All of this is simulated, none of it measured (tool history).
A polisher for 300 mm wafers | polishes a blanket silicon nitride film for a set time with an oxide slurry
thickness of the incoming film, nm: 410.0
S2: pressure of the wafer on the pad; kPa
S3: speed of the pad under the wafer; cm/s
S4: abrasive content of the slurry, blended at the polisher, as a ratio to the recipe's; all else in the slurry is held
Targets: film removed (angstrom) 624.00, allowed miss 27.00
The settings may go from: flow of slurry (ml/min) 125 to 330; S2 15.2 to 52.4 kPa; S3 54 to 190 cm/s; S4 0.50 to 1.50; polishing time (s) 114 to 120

Run 1, day 0.000: flow of slurry (ml/min) 210, S2 33.8 kPa, S3 122 cm/s, S4 1.00, polishing time (s) 114. Result: film removed (angstrom) 1241.40.
Run 2, day 0.088: flow of slurry (ml/min) 210, S2 33.8 kPa, S3 122 cm/s, S4 0.80, polishing time (s) 114. Result: film removed (angstrom) 1115.10.
Run 3, day 0.308: flow of slurry (ml/min) 255, S2 33.8 kPa, S3 122 cm/s, S4 0.80, polishing time (s) 114. Result: film removed (angstrom) 1126.20.
Run 4, day 0.483: flow of slurry (ml/min) 255, S2 33.8 kPa, S3 122 cm/s, S4 0.80, polishing time (s) 120. Result: film removed (angstrom) 1197.50.
Run 5, day 0.521: flow of slurry (ml/min) 290, S2 33.8 kPa, S3 122 cm/s, S4 0.80, polishing time (s) 120. Result: film removed (angstrom) 1195.60.
Run 6, day 0.746: flow of slurry (ml/min) 290, S2 29.0 kPa, S3 118 cm/s, S4 0.80, polishing time (s) 120. Result: film removed (angstrom) 1042.50.
Run 7, day 0.925: flow of slurry (ml/min) 290, S2 25.5 kPa, S3 110 cm/s, S4 0.80, polishing time (s) 120. Result: film removed (angstrom) 880.00.
Run 8, day 1.279: flow of slurry (ml/min) 290, S2 22.8 kPa, S3 108 cm/s, S4 0.80, polishing time (s) 120. Result: film removed (angstrom) 756.60.
Run 9, day 1.504: flow of slurry (ml/min) 285, S2 17.2 kPa, S3 106 cm/s, S4 0.80, polishing time (s) 120. Result: film removed (angstrom) 577.08.

4 next moves are on the table. One of them brings every result within its allowed miss. Which?
Run A, day 1.729: flow of slurry (ml/min) 280, S2 15.2 kPa, S3 108 cm/s, S4 0.90, polishing time (s) 119. Result: film removed (angstrom) ?.
Run B, day 1.729: flow of slurry (ml/min) 240, S2 20.0 kPa, S3 108 cm/s, S4 0.70, polishing time (s) 120. Result: film removed (angstrom) ?.
Run C, day 1.729: flow of slurry (ml/min) 300, S2 15.2 kPa, S3 120 cm/s, S4 0.85, polishing time (s) 118. Result: film removed (angstrom) ?.
Run D, day 1.729: flow of slurry (ml/min) 295, S2 22.8 kPa, S3 96 cm/s, S4 0.70, polishing time (s) 120. Result: film removed (angstrom) ?.

move  film removed (angstrom)
   A                   540.18
   B                   612.03
   C                   556.10
   D                   658.70
A: further off than the last run
B: meets every target
C: further off than the last run
D: takes the result that was furthest off past its target
Answer: B
